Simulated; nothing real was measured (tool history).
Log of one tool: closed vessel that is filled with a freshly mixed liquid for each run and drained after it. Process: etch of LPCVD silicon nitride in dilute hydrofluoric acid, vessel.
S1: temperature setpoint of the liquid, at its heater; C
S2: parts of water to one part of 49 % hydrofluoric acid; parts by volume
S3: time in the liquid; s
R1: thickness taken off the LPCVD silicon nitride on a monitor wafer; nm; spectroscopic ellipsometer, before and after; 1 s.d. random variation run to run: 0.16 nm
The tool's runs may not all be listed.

run 1 hour=0.0 | S1=23.0 S2=75 S3=2700 | R1=14.539
run 2 hour=4.0 | S1=23.0 S2=75 S3=2905 | R1=16.065
run 3 hour=9.9 | S1=23.0 S2=90 S3=2905 | R1=13.166
run 4 hour=13.4 | S1=24.0 S2=90 S3=2905 | R1=14.419
run 5 hour=18.4 | S1=26.0 S2=90 S3=2905 | R1=16.028
run 6 hour=25.6 | S1=26.0 S2=70 S3=2905 | R1=20.568
run 7 hour=31.7 | S1=25.5 S2=70 S3=2905 | R1=20.256
run 8 hour=40.2 | S1=25.0 S2=70 S3=2905 | R1=19.299
run 9 hour=46.5 | S1=24.5 S2=70 S3=2905 | R1=18.683

Forecast run 10:
run 10 hour=50.9 | S1=24.0 S2=70 S3=2905 | R1=?

Run 10 yielded R1 18.186 nm.
